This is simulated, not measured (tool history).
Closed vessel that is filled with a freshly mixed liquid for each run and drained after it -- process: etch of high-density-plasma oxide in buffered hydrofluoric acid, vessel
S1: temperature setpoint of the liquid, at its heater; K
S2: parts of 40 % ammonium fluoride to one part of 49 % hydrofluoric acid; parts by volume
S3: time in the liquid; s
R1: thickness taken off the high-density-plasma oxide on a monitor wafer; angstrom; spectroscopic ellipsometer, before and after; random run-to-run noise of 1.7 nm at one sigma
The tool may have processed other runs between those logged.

run	hour	S1	S2	S3	R1
1	0	297.15	14	95	1609
2	0.9	297.65	14	95	1628.4
3	4.2	295.65	14	95	1479.3
4	10.8	296.65	14	95	1575.6
5	15.5	296.65	16.5	95	1315.4
6	20.5	299.65	16.5	95	1568.5

Run 7 is up next; what results do you expect?
7	21.8	300.15	16.5	95	?

Run 7 yielded R1 1614 angstrom.

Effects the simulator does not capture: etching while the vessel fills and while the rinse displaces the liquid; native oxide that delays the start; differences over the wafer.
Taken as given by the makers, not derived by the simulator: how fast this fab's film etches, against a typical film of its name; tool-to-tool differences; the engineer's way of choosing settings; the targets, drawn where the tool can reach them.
